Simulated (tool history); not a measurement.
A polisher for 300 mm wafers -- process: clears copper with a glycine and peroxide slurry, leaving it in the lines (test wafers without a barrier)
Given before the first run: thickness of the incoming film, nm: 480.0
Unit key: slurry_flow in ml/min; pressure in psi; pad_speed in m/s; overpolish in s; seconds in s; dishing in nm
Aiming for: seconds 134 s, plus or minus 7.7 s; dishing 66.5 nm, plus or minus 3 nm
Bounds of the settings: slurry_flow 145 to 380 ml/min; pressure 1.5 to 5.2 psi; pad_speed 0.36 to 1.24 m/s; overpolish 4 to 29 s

run	hour	slurry_flow	pressure	pad_speed	overpolish	seconds	dishing
1	0	245	3.3	0.8	15	101.17	49.511
2	3.9	245	3.7	0.8	15	94.312	54.569
3	8.5	240	3.4	0.76	18	104.45	59.348
4	15.2	240	2.8	0.76	18	118.53	51.586
5	20.1	240	2.8	0.66	18	126.86	48.884
6	25.5	235	2.8	0.64	20	133.02	52.941
7	27.1	230	2.9	0.64	21	128.79	55.151
8	34.6	240	2.8	0.64	22	133.75	57.073
9	38.4	240	2.8	0.64	23	129.2	59.06

Which of these 4 next moves meets every target?
A	42.2	270	3.2	0.6	16	?	?
B	42.2	240	2.5	0.68	27	?	?
C	42.2	215	2.6	0.7	19	?	?
D	42.2	275	2.7	0.76	17	?	?

move	seconds	dishing
A	126.61	44.841
B	138.16	64.45
C	134.15	49.166
D	121.47	48.626
A: further off than the last run
B: each result inside its tolerance
C: further off than the last run
D: further off than the last run
B is the move that brings every result within its allowed miss.

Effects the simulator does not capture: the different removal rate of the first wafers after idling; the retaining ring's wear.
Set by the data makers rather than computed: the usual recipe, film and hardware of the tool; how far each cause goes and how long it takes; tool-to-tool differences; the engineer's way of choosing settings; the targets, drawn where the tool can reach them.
